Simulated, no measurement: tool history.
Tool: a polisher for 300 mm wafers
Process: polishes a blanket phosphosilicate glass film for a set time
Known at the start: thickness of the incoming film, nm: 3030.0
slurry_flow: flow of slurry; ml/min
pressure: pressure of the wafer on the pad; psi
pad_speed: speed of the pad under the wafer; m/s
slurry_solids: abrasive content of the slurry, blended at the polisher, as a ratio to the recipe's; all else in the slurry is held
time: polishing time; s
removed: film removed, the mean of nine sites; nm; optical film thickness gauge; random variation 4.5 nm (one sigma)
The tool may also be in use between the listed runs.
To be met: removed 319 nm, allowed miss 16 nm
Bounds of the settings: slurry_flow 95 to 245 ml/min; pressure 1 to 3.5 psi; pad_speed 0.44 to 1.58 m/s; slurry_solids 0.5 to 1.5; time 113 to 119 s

run  hour  slurry_flow  pressure  pad_speed  slurry_solids  time  removed
  1     0          155       2.2          1              1   113    621.5
  2   8.4          140       2.2          1              1   113    607.6
  3  10.9          140       1.9       0.98              1   113   526.69
  4  15.5          140       1.9       0.98           1.15   113   555.79
  5  22.9          140       1.7       0.98           1.15   113   507.72
  6  26.7          140       1.5       0.94           1.15   113    452.1
  7  32.5          140       1.4        0.9           1.15   113   399.35
  8    39          135         1       0.88           1.15   113   289.55
  9  39.9          140         1       0.88           1.15   113   298.85

5 next moves are on the table. One of them brings every result within its allowed miss. Which?
  A  40.8          135         1       0.84              1   118        ?
  B  40.8          125         1        0.8            1.2   118        ?
  C  40.8           95       1.2       0.88           1.05   115        ?
  D  40.8          130       1.1       0.66            1.2   119        ?
  E  40.8          115       1.1       0.86            0.9   113        ?

move  removed
   A   286.78
   B   290.27
   C   322.79
   D   279.02
   E   284.94
A: further off than the last run
B: further off than the last run
C: meets every target
D: further off than the last run
E: further off than the last run
Answer: C
